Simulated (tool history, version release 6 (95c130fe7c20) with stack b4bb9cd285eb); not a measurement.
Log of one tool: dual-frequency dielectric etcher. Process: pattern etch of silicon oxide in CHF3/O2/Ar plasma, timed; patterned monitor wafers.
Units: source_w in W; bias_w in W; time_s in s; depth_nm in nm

Run 1, hour 0.0: source_w 690 W, bias_w 135 W, time_s 307.5 s. Result: depth_nm 542.20 nm.
Run 2, hour 1.6: source_w 690 W, bias_w 143 W, time_s 307.5 s. Result: depth_nm 558.00 nm.
Run 3, hour 4.1: source_w 690 W, bias_w 143 W, time_s 284.0 s. Result: depth_nm 519.84 nm.
Run 4, hour 11.5: source_w 780 W, bias_w 143 W, time_s 284.0 s. Result: depth_nm 543.57 nm.
Run 5, hour 13.9: source_w 680 W, bias_w 143 W, time_s 284.0 s. Result: depth_nm 517.89 nm.
Run 6, hour 19.8: source_w 680 W, bias_w 143 W, time_s 284.0 s. Result: depth_nm 512.83 nm.
Run 7, hour 28.1: source_w 610 W, bias_w 135 W, time_s 284.0 s. Result: depth_nm 480.75 nm.
Run 8, hour 31.9: source_w 560 W, bias_w 131 W, time_s 284.0 s. Result: depth_nm 460.82 nm.
Run 9, hour 32.9: source_w 520 W, bias_w 129 W, time_s 284.0 s. Result: depth_nm 445.09 nm.
Run 10, hour 40.6: source_w 490 W, bias_w 128 W, time_s 284.0 s. Result: depth_nm 434.70 nm.

Run 11 comes next. What will it give?
Run 11, hour 45.0: source_w 470 W, bias_w 127 W, time_s 284.0 s. Result: depth_nm ?.

depth_nm: 429.00 nm

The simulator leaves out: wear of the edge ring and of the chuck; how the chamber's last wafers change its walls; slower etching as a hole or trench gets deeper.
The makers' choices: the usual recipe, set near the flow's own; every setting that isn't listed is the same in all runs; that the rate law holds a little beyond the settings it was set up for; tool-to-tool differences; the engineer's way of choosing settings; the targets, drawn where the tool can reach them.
